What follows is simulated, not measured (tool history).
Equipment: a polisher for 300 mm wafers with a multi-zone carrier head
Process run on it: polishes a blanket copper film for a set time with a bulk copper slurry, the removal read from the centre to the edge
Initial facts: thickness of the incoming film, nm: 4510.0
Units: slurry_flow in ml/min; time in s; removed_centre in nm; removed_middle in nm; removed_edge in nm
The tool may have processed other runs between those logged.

run,hour,slurry_flow,centre_zone,middle_zone,edge_zone,slurry_solids,time,removed_centre,removed_middle,removed_edge
1,0,290,1,1,1,1,78,530.32,575.02,543.58
2,6.6,265,1,1,1,1,78,536.58,577.85,542.91
3,8.9,265,1,1,1,1,59,408.35,437.33,408.95
4,16.9,265,1,1,1,0.8,59,396.55,404.52,391
5,19.3,265,1,1,1,0.9,59,396.71,413.87,397.44
6,21.2,265,1.01,0.99,0.99,0.9,59,401.87,416.95,401.92

The next listed run, before its measurement:
7,24.6,265,1.02,0.99,0.98,0.85,59,?,?,?

Run 7 came out at removed_centre 398.75 nm, removed_middle 410.42 nm, removed_edge 385.16 nm.
